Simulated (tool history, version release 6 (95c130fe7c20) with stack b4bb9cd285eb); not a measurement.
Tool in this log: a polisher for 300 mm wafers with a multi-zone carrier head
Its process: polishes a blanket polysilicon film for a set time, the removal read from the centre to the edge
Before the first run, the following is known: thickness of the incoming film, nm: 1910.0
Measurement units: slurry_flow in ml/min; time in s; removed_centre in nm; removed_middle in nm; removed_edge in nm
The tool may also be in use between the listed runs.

run	hour	slurry_flow	centre_zone	middle_zone	edge_zone	time	removed_centre	removed_middle	removed_edge
1	0.0	160	1.00	1.00	1.00	76	788.84	734.69	730.81
2	7.0	150	0.97	0.95	0.97	69	682.49	637.08	640.52
3	15.3	185	0.97	0.95	0.97	69	700.48	644.22	657.45
4	18.7	185	0.92	0.95	0.97	69	670.89	663.17	658.14
5	20.6	175	0.91	0.90	0.96	64	604.29	565.47	605.62
6	25.5	165	0.89	0.87	0.92	62	579.04	535.80	572.22
7	33.6	160	0.87	0.85	0.90	60	543.35	503.71	544.18

Expected results for the next run?
8	36.1	150	0.86	0.84	0.88	60	?	?	?

{"run 8": {"removed_centre": 521.66, "removed_middle": 493.44, "removed_edge": 549.8}}
